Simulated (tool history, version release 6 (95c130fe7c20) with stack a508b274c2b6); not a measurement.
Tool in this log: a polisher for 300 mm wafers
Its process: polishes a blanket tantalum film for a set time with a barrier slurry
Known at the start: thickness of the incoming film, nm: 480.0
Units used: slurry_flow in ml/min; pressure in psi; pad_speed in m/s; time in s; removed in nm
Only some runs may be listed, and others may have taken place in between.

| run | hour | slurry_flow | pressure | pad_speed | slurry_solids | time | removed |
|---|---|---|---|---|---|---|---|
| 1 | 0.0 | 265 | 1.6 | 0.84 | 1.0 | 39 | 38.978 |
| 2 | 7.4 | 265 | 1.9 | 0.84 | 1.0 | 39 | 45.573 |
| 3 | 14.7 | 265 | 1.9 | 0.72 | 1.0 | 39 | 39.941 |
| 4 | 20.7 | 265 | 2.1 | 0.74 | 1.0 | 39 | 44.074 |
| 5 | 24.5 | 265 | 2.3 | 0.78 | 1.0 | 39 | 50.776 |
|  | 33.2 | slurry nozzle cleaned |
| 6 | 33.2 | 265 | 2.3 | 0.64 | 1.0 | 39 | 44.315 |
| 7 | 34.6 | 265 | 2.4 | 0.72 | 1.0 | 39 | 51.817 |

Expected results for the next run?
| 8 | 41.6 | 265 | 2.5 | 0.76 | 1.0 | 39 | ? |

{"run 8": {"removed": 56.011}}
